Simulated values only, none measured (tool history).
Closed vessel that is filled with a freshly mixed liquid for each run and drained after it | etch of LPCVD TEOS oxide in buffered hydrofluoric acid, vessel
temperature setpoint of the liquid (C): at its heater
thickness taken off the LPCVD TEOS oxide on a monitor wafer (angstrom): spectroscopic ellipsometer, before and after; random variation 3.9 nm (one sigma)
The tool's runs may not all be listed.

run,day,temperature setpoint of the liquid (C),parts of 40 % ammonium fluoride to one part of 49 % hydrofluoric acid (parts by volume),time in the liquid (s),thickness taken off the LPCVD TEOS oxide on a monitor wafer (angstrom)
1,0.000,20.0,10.0,95,2123.5
2,0.129,20.0,8.5,95,2434.8
3,0.325,20.0,10.0,95,2164.7
4,0.567,22.0,9.0,95,2546.8
5,0.704,22.0,11.0,95,2149.3
6,0.754,23.5,9.5,95,2670.9
7,1.004,24.5,8.5,95,3155.8
8,1.175,25.5,8.0,95,3454.4
9,1.500,26.0,7.5,95,3902.2
10,1.779,26.5,7.5,95,3954.9
11,2.129,27.0,7.5,95,4120.9

Forecast run 12:
12,2.346,27.5,7.0,95,?

Run 12 gave thickness taken off the LPCVD TEOS oxide on a monitor wafer (angstrom) 4516.9.

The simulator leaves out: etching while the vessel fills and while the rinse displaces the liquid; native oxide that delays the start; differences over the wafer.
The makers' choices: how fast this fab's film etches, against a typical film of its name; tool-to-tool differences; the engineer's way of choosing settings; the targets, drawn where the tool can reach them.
